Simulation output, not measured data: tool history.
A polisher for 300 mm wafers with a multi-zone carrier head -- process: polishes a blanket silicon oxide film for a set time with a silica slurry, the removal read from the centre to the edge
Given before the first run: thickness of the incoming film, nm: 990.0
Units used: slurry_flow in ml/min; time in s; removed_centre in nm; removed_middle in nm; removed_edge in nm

{"run": 1, "day": 0.0, "slurry_flow": 240, "centre_zone": 1, "middle_zone": 1, "edge_zone": 1, "slurry_solids": 1, "time": 80, "removed_centre": 302.2, "removed_middle": 304.74, "removed_edge": 312.97}
{"run": 2, "day": 0.238, "slurry_flow": 230, "centre_zone": 0.99, "middle_zone": 0.95, "edge_zone": 0.98, "slurry_solids": 0.85, "time": 71, "removed_centre": 241.67, "removed_middle": 227.92, "removed_edge": 255.07}
{"run": 3, "day": 0.567, "slurry_flow": 230, "centre_zone": 0.98, "middle_zone": 0.94, "edge_zone": 0.94, "slurry_solids": 0.75, "time": 66, "removed_centre": 205.42, "removed_middle": 199.61, "removed_edge": 211.76}
{"run": 4, "day": 0.929, "slurry_flow": 230, "centre_zone": 0.98, "middle_zone": 1, "edge_zone": 0.94, "slurry_solids": 0.75, "time": 66, "removed_centre": 204.31, "removed_middle": 209.32, "removed_edge": 211.87}
{"run": 5, "day": 1.012, "slurry_flow": 230, "centre_zone": 1.05, "middle_zone": 1, "edge_zone": 0.94, "slurry_solids": 0.75, "time": 66, "removed_centre": 221.4, "removed_middle": 207.68, "removed_edge": 213.26}
{"run": 6, "day": 1.05, "slurry_flow": 255, "centre_zone": 1.05, "middle_zone": 1, "edge_zone": 0.94, "slurry_solids": 0.75, "time": 66, "removed_centre": 227.51, "removed_middle": 213.01, "removed_edge": 215.2}
{"run": 7, "day": 1.183, "slurry_flow": 240, "centre_zone": 1.02, "middle_zone": 0.95, "edge_zone": 0.92, "slurry_solids": 0.65, "time": 64, "removed_centre": 191.56, "removed_middle": 178.93, "removed_edge": 187.46}
{"run": 8, "day": 1.446, "slurry_flow": 225, "centre_zone": 1, "middle_zone": 0.91, "edge_zone": 0.9, "slurry_solids": 0.65, "time": 64, "removed_centre": 184.22, "removed_middle": 172.99, "removed_edge": 184.66}
{"run": 9, "day": 1.754, "slurry_flow": 225, "centre_zone": 1, "middle_zone": 0.91, "edge_zone": 0.9, "slurry_solids": 0.65, "time": 64, "removed_centre": 185.03, "removed_middle": 173.18, "removed_edge": 188.11}
{"run": 10, "day": 1.821, "slurry_flow": 220, "centre_zone": 0.99, "middle_zone": 0.89, "edge_zone": 0.89, "slurry_solids": 0.6, "time": 63, "removed_centre": 171.5, "removed_middle": 158.29, "removed_edge": 172.22}
{"run": 11, "day": 2.154, "slurry_flow": 210, "centre_zone": 0.98, "middle_zone": 0.87, "edge_zone": 0.88, "slurry_solids": 0.6, "time": 63, "removed_centre": 168.79, "removed_middle": 152.81, "removed_edge": 171.5}
{"run": 12, "day": 2.404, "slurry_flow": 200, "centre_zone": 0.97, "middle_zone": 0.86, "edge_zone": 0.86, "slurry_solids": 0.6, "time": 63, "removed_centre": 164.27, "removed_middle": 150.29, "removed_edge": 163.76}
{"run": 13, "day": 2.596, "slurry_flow": 190, "centre_zone": 0.96, "middle_zone": 0.85, "edge_zone": 0.87, "slurry_solids": 0.6, "time": 63, "removed_centre": 161.39, "removed_middle": 146.11, "removed_edge": 169.93}
{"run": 14, "day": 2.696, "slurry_flow": 185, "centre_zone": 0.96, "middle_zone": 0.85, "edge_zone": 0.86, "slurry_solids": 0.6, "time": 63, "removed_centre": 158.08, "removed_middle": 146.3, "removed_edge": 170.57}
{"run": 15, "day": 2.846, "slurry_flow": 185, "centre_zone": 0.96, "middle_zone": 0.85, "edge_zone": 0.86, "slurry_solids": 0.6, "time": 63, "removed_centre": 161.57, "removed_middle": 146.57, "removed_edge": 166.89}

What will run 16 give?
{"run": 16, "day": 3.125, "slurry_flow": 185, "centre_zone": 0.96, "middle_zone": 0.85, "edge_zone": 0.86, "slurry_solids": 0.6, "time": 63, "removed_centre": "?", "removed_middle": "?", "removed_edge": "?"}

Run 16 came out at removed_centre 161.33 nm, removed_middle 146.15 nm, removed_edge 165.18 nm.

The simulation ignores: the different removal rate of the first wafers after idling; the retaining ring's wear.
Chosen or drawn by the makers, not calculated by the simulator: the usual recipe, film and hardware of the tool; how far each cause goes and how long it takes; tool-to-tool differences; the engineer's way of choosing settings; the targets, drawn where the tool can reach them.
